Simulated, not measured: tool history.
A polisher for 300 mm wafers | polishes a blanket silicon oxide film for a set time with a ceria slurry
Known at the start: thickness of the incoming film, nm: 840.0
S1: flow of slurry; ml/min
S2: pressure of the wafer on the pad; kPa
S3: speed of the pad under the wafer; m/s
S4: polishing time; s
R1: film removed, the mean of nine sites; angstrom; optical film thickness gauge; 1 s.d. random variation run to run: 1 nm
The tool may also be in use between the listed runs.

{"run": 1, "hour": 0.0, "S1": 285, "S2": 24.1, "S3": 1.32, "S4": 29, "R1": 1902.5}
{"run": 2, "hour": 5.9, "S1": 285, "S2": 26.2, "S3": 1.32, "S4": 29, "R1": 2109.6}
{"run": 3, "hour": 10.8, "S1": 285, "S2": 24.1, "S3": 1.32, "S4": 29, "R1": 1954.1}
{"run": 4, "hour": 14.0, "S1": 215, "S2": 24.1, "S3": 1.32, "S4": 29, "R1": 1897.3}
{"run": 5, "hour": 19.7, "S1": 265, "S2": 24.1, "S3": 1.32, "S4": 29, "R1": 1887.3}
{"run": 6, "hour": 22.0, "S1": 290, "S2": 24.1, "S3": 1.32, "S4": 29, "R1": 1919.9}
{"run": 7, "hour": 25.9, "S1": 290, "S2": 22.8, "S3": 1.32, "S4": 29, "R1": 1860.9}
{"run": 8, "hour": 30.6, "S1": 290, "S2": 21.4, "S3": 1.3, "S4": 29, "R1": 1708.7}
{"run": 9, "hour": 31.4, "S1": 290, "S2": 20.0, "S3": 1.3, "S4": 29, "R1": 1650.7}
{"run": 10, "hour": 32.6, "S1": 290, "S2": 20.0, "S3": 1.3, "S4": 29, "R1": 1603.9}
{"run": 11, "hour": 39.9, "S1": 290, "S2": 20.0, "S3": 1.3, "S4": 29, "R1": 1601.4}
{"run": 12, "hour": 43.1, "S1": 290, "S2": 18.6, "S3": 1.3, "S4": 29, "R1": 1497.0}
{"run": 13, "hour": 49.8, "S1": 290, "S2": 17.9, "S3": 1.3, "S4": 29, "R1": 1456.3}
{"run": 14, "hour": 54.9, "S1": 290, "S2": 11.0, "S3": 1.28, "S4": 29, "R1": 922.64}

Predict the results of run 15:
{"run": 15, "hour": 61.9, "S1": 290, "S2": 13.8, "S3": 1.28, "S4": 29, "R1": "?"}

{"run 15": {"R1": 1137.1}}

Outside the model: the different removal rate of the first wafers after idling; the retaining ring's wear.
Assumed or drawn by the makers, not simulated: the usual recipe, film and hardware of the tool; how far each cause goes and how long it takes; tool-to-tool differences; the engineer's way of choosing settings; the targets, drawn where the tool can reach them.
